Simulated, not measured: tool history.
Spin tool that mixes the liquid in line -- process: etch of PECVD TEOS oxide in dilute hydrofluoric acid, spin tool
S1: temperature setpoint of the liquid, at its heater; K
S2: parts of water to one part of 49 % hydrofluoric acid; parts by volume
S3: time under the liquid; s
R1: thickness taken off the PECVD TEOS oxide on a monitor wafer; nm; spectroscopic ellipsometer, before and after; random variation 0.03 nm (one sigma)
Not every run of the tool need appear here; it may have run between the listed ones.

run 1 hour=0.0 | S1=299.15 S2=170 S3=75 | R1=6.7149
run 2 hour=3.8 | S1=299.15 S2=115 S3=75 | R1=10.4250
run 3 hour=10.7 | S1=299.15 S2=115 S3=75 | R1=10.4110
run 4 hour=14.1 | S1=299.15 S2=115 S3=75 | R1=10.4730
run 5 hour=19.3 | S1=299.15 S2=115 S3=80 | R1=11.0260
run 6 hour=26.1 | S1=299.15 S2=115 S3=75 | R1=10.6290
run 7 hour=30.3 | S1=296.65 S2=145 S3=75 | R1=7.3282
run 8 hour=33.7 | S1=295.15 S2=160 S3=75 | R1=6.0470
run 9 hour=38.7 | S1=294.15 S2=170 S3=75 | R1=5.5117
run 10 hour=46.1 | S1=293.15 S2=180 S3=75 | R1=4.9431
run 11 hour=53.1 | S1=293.15 S2=180 S3=75 | R1=4.9357

Run 12, settings as shown, results not yet in. Your forecast:
run 12 hour=60.4 | S1=292.65 S2=185 S3=75 | R1=?

{"run 12": {"R1": 4.6961}}
